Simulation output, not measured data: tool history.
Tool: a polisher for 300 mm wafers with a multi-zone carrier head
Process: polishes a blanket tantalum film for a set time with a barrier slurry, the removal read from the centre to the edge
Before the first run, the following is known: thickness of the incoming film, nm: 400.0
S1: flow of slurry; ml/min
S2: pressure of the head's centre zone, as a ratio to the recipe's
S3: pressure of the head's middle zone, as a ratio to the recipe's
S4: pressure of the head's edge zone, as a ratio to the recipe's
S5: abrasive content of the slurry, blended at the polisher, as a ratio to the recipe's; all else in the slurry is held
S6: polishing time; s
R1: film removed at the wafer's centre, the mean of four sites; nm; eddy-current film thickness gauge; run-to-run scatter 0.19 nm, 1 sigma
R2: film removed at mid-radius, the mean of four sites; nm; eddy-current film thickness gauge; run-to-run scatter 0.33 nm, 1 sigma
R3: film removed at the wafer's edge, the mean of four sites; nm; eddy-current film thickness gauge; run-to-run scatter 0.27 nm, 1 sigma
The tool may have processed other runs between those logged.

run  hour   S1    S2    S3    S4    S5  S6      R1      R2      R3
  1   0.0  315  1.00  1.00  1.00  1.00  33  36.977  36.144  35.190
  2   2.3  380  1.00  1.00  1.00  1.00  33  37.143  36.000  35.702
  3   5.3  380  1.00  1.00  1.00  1.00  26  29.415  28.769  27.737
  4   8.2  380  0.97  0.99  0.98  0.85  25  26.416  25.835  25.940
  5  11.8  325  0.97  0.99  0.98  0.85  25  26.087  25.584  26.445
  6  14.5  295  0.97  0.99  0.98  0.85  25  25.692  25.729  25.748
  7  15.3  295  0.96  1.01  0.96  0.75  24  23.566  23.803  23.609
  8  22.8  295  0.95  1.02  0.94  0.70  24  22.732  23.824  22.732
  9  31.7  295  0.94  1.01  0.92  0.65  24  22.042  22.661  21.944
 10  32.3  295  0.93  1.01  0.91  0.65  24  21.929  22.581  21.717
 11  36.2  295  0.92  1.01  0.90  0.65  24  22.405  22.840  21.270
 12  43.4  290  0.91  1.01  0.91  0.65  24  21.483  22.950  22.291
 13  49.3  290  0.91  1.01  0.90  0.65  24  21.479  22.385  21.303
 14  54.0  285  0.90  1.01  0.90  0.65  24  21.267  23.110  21.655
 15  58.1  285  0.90  1.00  0.90  0.65  24  21.471  22.107  21.514

For run 16, what comes out?
 16  63.4  285  0.89  1.00  0.90  0.65  24   ?   ?   ?

R1: 21.338 nm
R2: 22.909 nm
R3: 21.350 nm
